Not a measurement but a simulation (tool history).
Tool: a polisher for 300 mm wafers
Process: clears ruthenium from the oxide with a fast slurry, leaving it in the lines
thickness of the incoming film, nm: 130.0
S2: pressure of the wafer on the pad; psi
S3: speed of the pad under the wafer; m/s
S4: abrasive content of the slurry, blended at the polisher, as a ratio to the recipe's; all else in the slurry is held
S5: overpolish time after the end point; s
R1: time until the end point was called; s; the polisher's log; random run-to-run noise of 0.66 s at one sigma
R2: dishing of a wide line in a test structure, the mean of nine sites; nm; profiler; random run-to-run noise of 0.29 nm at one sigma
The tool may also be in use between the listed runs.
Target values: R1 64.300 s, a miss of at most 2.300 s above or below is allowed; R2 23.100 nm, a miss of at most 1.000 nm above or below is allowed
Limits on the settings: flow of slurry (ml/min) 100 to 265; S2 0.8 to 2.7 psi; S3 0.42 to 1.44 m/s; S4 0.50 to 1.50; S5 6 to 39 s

run 1 hour=0.0 | flow_of_slurry_(ml/min)=170 S2=1.7 S3=0.92 S4=1.00 S5=20 | R1=69.294 R2=35.324
run 2 hour=4.2 | flow_of_slurry_(ml/min)=170 S2=1.7 S3=0.70 S4=1.00 S5=20 | R1=84.184 R2=28.957
run 3 hour=7.9 | flow_of_slurry_(ml/min)=180 S2=1.8 S3=0.70 S4=1.00 S5=17 | R1=77.842 R2=26.262
run 4 hour=13.3 | flow_of_slurry_(ml/min)=195 S2=1.9 S3=0.70 S4=1.00 S5=15 | R1=74.825 R2=24.792
run 5 hour=14.7 | flow_of_slurry_(ml/min)=195 S2=1.9 S3=0.70 S4=1.00 S5=7 | R1=76.027 R2=11.904
run 6 hour=17.0 | flow_of_slurry_(ml/min)=195 S2=1.9 S3=0.70 S4=1.10 S5=7 | R1=71.958 R2=12.285
run 7 hour=19.2 | flow_of_slurry_(ml/min)=200 S2=2.0 S3=0.70 S4=1.00 S5=8 | R1=70.874 R2=14.233
run 8 hour=26.0 | flow_of_slurry_(ml/min)=200 S2=2.0 S3=0.70 S4=1.00 S5=8 | R1=71.000 R2=14.384
run 9 hour=29.2 | flow_of_slurry_(ml/min)=205 S2=2.1 S3=0.70 S4=0.95 S5=9 | R1=69.158 R2=16.548
run 10 hour=31.4 | flow_of_slurry_(ml/min)=210 S2=2.2 S3=0.70 S4=0.90 S5=10 | R1=66.263 R2=18.547
run 11 hour=37.0 | flow_of_slurry_(ml/min)=215 S2=2.2 S3=0.70 S4=0.90 S5=11 | R1=66.883 R2=20.372
run 12 hour=44.5 | flow_of_slurry_(ml/min)=215 S2=2.2 S3=0.70 S4=0.90 S5=11 | R1=66.998 R2=20.365
run 13 hour=46.9 | flow_of_slurry_(ml/min)=220 S2=2.2 S3=0.70 S4=0.90 S5=11 | R1=66.980 R2=20.477
run 14 hour=53.2 | flow_of_slurry_(ml/min)=225 S2=2.2 S3=0.70 S4=0.90 S5=11 | R1=64.617 R2=20.608
run 15 hour=61.2 | flow_of_slurry_(ml/min)=230 S2=2.2 S3=0.70 S4=0.85 S5=12 | R1=66.068 R2=21.947
run 16 hour=68.1 | flow_of_slurry_(ml/min)=235 S2=2.2 S3=0.70 S4=0.85 S5=12 | R1=66.878 R2=22.249

Next run, 4 choices. One meets every target within its allowed miss, the rest don't. Which?
run A hour=75.0 | flow_of_slurry_(ml/min)=265 S2=1.9 S3=0.90 S4=0.75 S5=11 | R1=? R2=?
run B hour=75.0 | flow_of_slurry_(ml/min)=220 S2=2.1 S3=0.86 S4=0.75 S5=12 | R1=? R2=?
run C hour=75.0 | flow_of_slurry_(ml/min)=215 S2=2.2 S3=0.64 S4=0.90 S5=13 | R1=? R2=?
run D hour=75.0 | flow_of_slurry_(ml/min)=265 S2=1.7 S3=1.02 S4=0.70 S5=13 | R1=? R2=?

move=A R1=68.340 R2=20.271
move=B R1=65.459 R2=22.952
move=C R1=71.225 R2=22.856
move=D R1=71.518 R2=22.767
A: its largest miss is bigger than the last run's
B: all results land within tolerance of their targets
C: its largest miss is bigger than the last run's
D: its largest miss is bigger than the last run's
B is the move that brings every result within its allowed miss.
